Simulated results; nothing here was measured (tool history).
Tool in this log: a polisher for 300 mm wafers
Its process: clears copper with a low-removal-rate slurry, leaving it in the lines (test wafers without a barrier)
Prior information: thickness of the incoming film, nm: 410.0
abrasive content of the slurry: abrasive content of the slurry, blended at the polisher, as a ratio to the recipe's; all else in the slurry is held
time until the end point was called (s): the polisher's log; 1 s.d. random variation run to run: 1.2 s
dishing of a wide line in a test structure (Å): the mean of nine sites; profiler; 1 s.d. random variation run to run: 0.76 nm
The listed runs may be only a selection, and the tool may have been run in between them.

run  hour  flow of slurry (ml/min)  pressure of the wafer on the pad (psi)  speed of the pad under the wafer (m/s)  abrasive content of the slurry  overpolish time after the end point (s)  time until the end point was called (s)  dishing of a wide line in a test structure (Å)
  1     0                      155                                     3.3                                    1.22                               1                                       15                                   94.421                                          480.98
  2   1.2                      155                                     3.3                                    1.22                             0.8                                       15                                   101.26                                          449.95
  3   3.1                      155                                     3.6                                    1.24                             0.8                                       13                                   92.764                                          441.61
  4   5.1                      155                                     3.6                                    1.24                             0.6                                       13                                   101.08                                          398.67
  5  11.6                      155                                     3.9                                    1.26                             0.6                                       12                                   90.395                                          403.11
  6  13.3                      155                                     4.1                                    1.26                             0.6                                       12                                   85.264                                          411.83
  7  15.2                      155                                     4.3                                    1.26                             0.6                                       12                                   82.152                                          435.74

Run 8, settings as shown, results not yet in. Your forecast:
  8  19.4                      155                                     4.4                                    1.26                             0.6                                       12                                        ?                                               ?

Run 8 gave time until the end point was called (s) 79.292, dishing of a wide line in a test structure (Å) 463.42.
